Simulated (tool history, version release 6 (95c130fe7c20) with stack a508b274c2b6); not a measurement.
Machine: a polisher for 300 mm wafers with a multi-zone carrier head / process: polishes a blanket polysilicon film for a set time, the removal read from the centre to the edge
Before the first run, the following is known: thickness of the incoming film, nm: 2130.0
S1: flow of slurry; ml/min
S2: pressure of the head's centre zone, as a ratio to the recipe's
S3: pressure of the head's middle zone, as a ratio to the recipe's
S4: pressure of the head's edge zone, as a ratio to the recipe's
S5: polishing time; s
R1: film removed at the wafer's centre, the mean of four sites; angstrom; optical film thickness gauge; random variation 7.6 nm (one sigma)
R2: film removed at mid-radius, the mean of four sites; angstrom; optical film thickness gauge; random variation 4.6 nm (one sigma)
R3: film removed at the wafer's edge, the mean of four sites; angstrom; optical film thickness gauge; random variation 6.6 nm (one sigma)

run  hour   S1    S2    S3    S4  S5      R1      R2      R3
  1     0  135     1     1     1  61  4894.3  5205.3  5007.5
  2   7.5  135  0.93     1     1  61  4583.8  5181.7    5046
  3  15.3  165  0.93     1     1  61  4755.9    5453  5217.4
  4  21.6  170  0.97  1.03  1.02  62  5238.3  5730.7  5286.9
  5  29.4  170  0.97  1.03  1.06  62    5197  5632.8  5400.6
  6  31.8  170  0.97  0.97  1.06  62  5159.9  5389.2  5417.9
  7  39.8  175  0.98  1.01  1.07  63  5325.7  5739.4  5600.4
  8  44.7  180  0.99  1.04  1.08  64  5354.6  6021.9  5759.7
  9  47.1  185  1.02  1.06  1.08  65  5804.9  6185.1  5729.5
 10  50.5  185  1.02  1.06  1.08  65  5682.7  6194.6  5835.7
 11  54.3  190  1.04  1.08  1.08  66  5986.1  6483.2  5902.1

Predict the results of run 12:
 12  58.1  190  1.05  1.09  1.08  66   ?   ?   ?

R1: 6109.8 angstrom
R2: 6442.7 angstrom
R3: 5963.9 angstrom

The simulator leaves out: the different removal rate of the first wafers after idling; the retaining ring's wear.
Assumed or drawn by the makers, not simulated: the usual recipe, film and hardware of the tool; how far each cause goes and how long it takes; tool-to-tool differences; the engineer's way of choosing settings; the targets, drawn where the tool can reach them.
